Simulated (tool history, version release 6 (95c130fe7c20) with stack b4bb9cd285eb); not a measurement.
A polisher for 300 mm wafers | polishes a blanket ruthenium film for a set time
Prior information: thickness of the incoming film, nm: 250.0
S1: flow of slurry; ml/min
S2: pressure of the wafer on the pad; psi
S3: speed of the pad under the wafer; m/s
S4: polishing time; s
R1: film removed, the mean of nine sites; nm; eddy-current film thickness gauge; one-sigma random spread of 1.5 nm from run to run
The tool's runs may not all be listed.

run  hour   S1   S2    S3  S4      R1
  1     0  130  1.7  1.14  60  71.505
  2   2.6  130  1.8  1.14  60  75.191
  3   5.4  130  1.9  1.14  60  80.048
  4   9.2  130  2.1  1.14  60  88.161
  5  16.6  130  2.2  1.14  60   91.01
  6  24.1  130  1.8  1.14  60  76.427
  7  28.2  130  1.9  1.14  60   80.03
  8    35  130    2  1.14  60  85.339

Run 9 has not been measured yet. What should we expect?
  9  40.5  130  2.1  1.14  60   ?

R1: 90.182 nm

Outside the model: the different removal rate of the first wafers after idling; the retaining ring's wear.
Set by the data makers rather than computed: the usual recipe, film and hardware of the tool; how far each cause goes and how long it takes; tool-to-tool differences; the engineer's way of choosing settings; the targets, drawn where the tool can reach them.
